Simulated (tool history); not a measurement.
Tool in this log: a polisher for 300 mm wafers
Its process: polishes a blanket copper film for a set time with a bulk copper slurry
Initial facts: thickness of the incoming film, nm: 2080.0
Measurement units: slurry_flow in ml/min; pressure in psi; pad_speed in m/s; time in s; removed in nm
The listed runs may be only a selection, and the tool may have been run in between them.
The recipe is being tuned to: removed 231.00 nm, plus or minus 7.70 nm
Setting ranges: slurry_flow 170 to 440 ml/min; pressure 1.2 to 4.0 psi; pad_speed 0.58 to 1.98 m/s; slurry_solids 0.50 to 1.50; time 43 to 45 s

Run 1, hour 0.0: slurry_flow 280 ml/min, pressure 2.6 psi, pad_speed 1.28 m/s, slurry_solids 1.00, time 43 s. Result: removed 414.88 nm.
Run 2, hour 2.8: slurry_flow 280 ml/min, pressure 2.2 psi, pad_speed 1.26 m/s, slurry_solids 1.00, time 43 s. Result: removed 356.17 nm.
Run 3, hour 10.7: slurry_flow 280 ml/min, pressure 1.9 psi, pad_speed 1.22 m/s, slurry_solids 1.00, time 43 s. Result: removed 297.74 nm.
Run 4, hour 12.7: slurry_flow 280 ml/min, pressure 1.7 psi, pad_speed 1.22 m/s, slurry_solids 1.00, time 43 s. Result: removed 269.97 nm.
Run 5, hour 18.1: slurry_flow 280 ml/min, pressure 1.6 psi, pad_speed 1.22 m/s, slurry_solids 1.00, time 43 s. Result: removed 254.77 nm.
Run 6, hour 22.2: slurry_flow 280 ml/min, pressure 2.0 psi, pad_speed 1.22 m/s, slurry_solids 1.00, time 43 s. Result: removed 315.91 nm.
Run 7, hour 27.5: slurry_flow 280 ml/min, pressure 1.3 psi, pad_speed 1.20 m/s, slurry_solids 1.00, time 43 s. Result: removed 205.87 nm.
Run 8, hour 32.9: slurry_flow 280 ml/min, pressure 1.4 psi, pad_speed 1.20 m/s, slurry_solids 1.00, time 43 s. Result: removed 219.71 nm.

5 candidate next runs follow, results not yet known. Just one meets every target within its allowed miss. Identify it.
Run A, hour 38.3: slurry_flow 170 ml/min, pressure 1.5 psi, pad_speed 1.04 m/s, slurry_solids 1.00, time 45 s. Result: removed ?.
Run B, hour 38.3: slurry_flow 190 ml/min, pressure 1.2 psi, pad_speed 1.42 m/s, slurry_solids 0.95, time 43 s. Result: removed ?.
Run C, hour 38.3: slurry_flow 255 ml/min, pressure 1.2 psi, pad_speed 1.42 m/s, slurry_solids 1.00, time 45 s. Result: removed ?.
Run D, hour 38.3: slurry_flow 225 ml/min, pressure 1.5 psi, pad_speed 1.10 m/s, slurry_solids 0.85, time 45 s. Result: removed ?.
Run E, hour 38.3: slurry_flow 340 ml/min, pressure 1.3 psi, pad_speed 1.16 m/s, slurry_solids 0.95, time 44 s. Result: removed ?.

move  removed
   A   199.48
   B   210.75
   C   232.22
   D   213.20
   E   204.87
A: misses by more than the last run did
B: misses by more than the last run did
C: every result lands within tolerance
D: misses by more than the last run did
E: misses by more than the last run did
Answer: C

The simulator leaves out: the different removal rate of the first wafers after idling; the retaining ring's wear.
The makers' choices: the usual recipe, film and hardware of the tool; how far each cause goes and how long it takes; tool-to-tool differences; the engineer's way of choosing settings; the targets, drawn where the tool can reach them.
